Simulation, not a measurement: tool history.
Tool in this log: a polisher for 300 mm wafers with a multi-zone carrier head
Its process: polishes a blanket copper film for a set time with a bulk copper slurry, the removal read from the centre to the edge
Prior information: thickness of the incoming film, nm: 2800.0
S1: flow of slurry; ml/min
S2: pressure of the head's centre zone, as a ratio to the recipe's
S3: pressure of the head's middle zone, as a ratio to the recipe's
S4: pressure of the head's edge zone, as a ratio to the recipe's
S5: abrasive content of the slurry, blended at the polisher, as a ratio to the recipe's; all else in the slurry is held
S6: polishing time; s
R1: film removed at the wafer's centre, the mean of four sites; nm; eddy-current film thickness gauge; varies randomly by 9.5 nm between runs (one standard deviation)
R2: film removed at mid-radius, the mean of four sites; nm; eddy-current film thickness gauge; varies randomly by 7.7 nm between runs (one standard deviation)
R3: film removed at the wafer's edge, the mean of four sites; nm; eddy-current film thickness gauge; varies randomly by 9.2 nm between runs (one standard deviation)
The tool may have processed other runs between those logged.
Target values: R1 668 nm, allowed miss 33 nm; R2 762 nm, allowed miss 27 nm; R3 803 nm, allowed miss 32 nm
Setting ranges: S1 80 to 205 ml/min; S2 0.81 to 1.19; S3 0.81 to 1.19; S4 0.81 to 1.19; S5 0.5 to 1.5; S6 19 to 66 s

Run 1, day 0: S1 135 ml/min, S2 1, S3 1, S4 1, S5 1, S6 42 s. Result: R1 563.66 nm, R2 549.35 nm, R3 557.19 nm.
Run 2, day 0.146: S1 135 ml/min, S2 0.99, S3 1.01, S4 1.02, S5 1.05, S6 43 s. Result: R1 577.65 nm, R2 564.22 nm, R3 581.2 nm.
Run 3, day 0.342: S1 140 ml/min, S2 0.97, S3 1.02, S4 1.04, S5 1.1, S6 44 s. Result: R1 588.34 nm, R2 601.59 nm, R3 626.32 nm.
Run 4, day 0.546: S1 145 ml/min, S2 0.97, S3 1.03, S4 1.06, S5 1.15, S6 44 s. Result: R1 615.55 nm, R2 611.71 nm, R3 637.21 nm.
Run 5, day 0.879: S1 145 ml/min, S2 0.89, S3 1.03, S4 1.06, S5 1.15, S6 44 s. Result: R1 548.64 nm, R2 615.83 nm, R3 628.27 nm.
Run 6, day 1.204: S1 145 ml/min, S2 0.89, S3 1.03, S4 1.06, S5 0.95, S6 44 s. Result: R1 533.92 nm, R2 582.07 nm, R3 601.21 nm.
Run 7, day 1.525: S1 150 ml/min, S2 0.89, S3 1.04, S4 1.07, S5 1, S6 44 s. Result: R1 533.68 nm, R2 605.27 nm, R3 603.21 nm.
Run 8, day 1.704: S1 150 ml/min, S2 0.89, S3 1.04, S4 1.08, S5 1.05, S6 45 s. Result: R1 568.13 nm, R2 611.99 nm, R3 635.75 nm.
Run 9, day 1.954: S1 150 ml/min, S2 0.88, S3 1.05, S4 1.09, S5 1.1, S6 46 s. Result: R1 569.61 nm, R2 636.4 nm, R3 660.47 nm.

Of the 5 settings listed for the next run, only one would bring every result within its allowed miss of target. Which one?
Run A, day 2.204: S1 170 ml/min, S2 0.81, S3 1.03, S4 1.11, S5 1, S6 50 s. Result: R1 ?, R2 ?, R3 ?.
Run B, day 2.204: S1 150 ml/min, S2 0.81, S3 1.08, S4 1.19, S5 1, S6 54 s. Result: R1 ?, R2 ?, R3 ?.
Run C, day 2.204: S1 160 ml/min, S2 0.86, S3 1.05, S4 1.16, S5 1.2, S6 53 s. Result: R1 ?, R2 ?, R3 ?.
Run D, day 2.204: S1 160 ml/min, S2 0.89, S3 1.08, S4 1.05, S5 1.05, S6 57 s. Result: R1 ?, R2 ?, R3 ?.
Run E, day 2.204: S1 155 ml/min, S2 0.83, S3 1.11, S4 1.11, S5 1.2, S6 55 s. Result: R1 ?, R2 ?, R3 ?.

move      R1      R2      R3
   A  595.36  701.11  713.84
   B  628.49  766.88  786.96
   C  681.12  773.22  796.68
   D  734.67  825.98  792.97
   E  681.95  830.36  804.66
A: an improvement on the last run, though not all results are within tolerance
B: gets the furthest-off result to its target, but another result is out of tolerance
C: each result inside its tolerance
D: moves the result that the last run missed by most past its target, out the other side
E: moves the result that the last run missed by most past its target, out the other side
The move that meets every target is C.
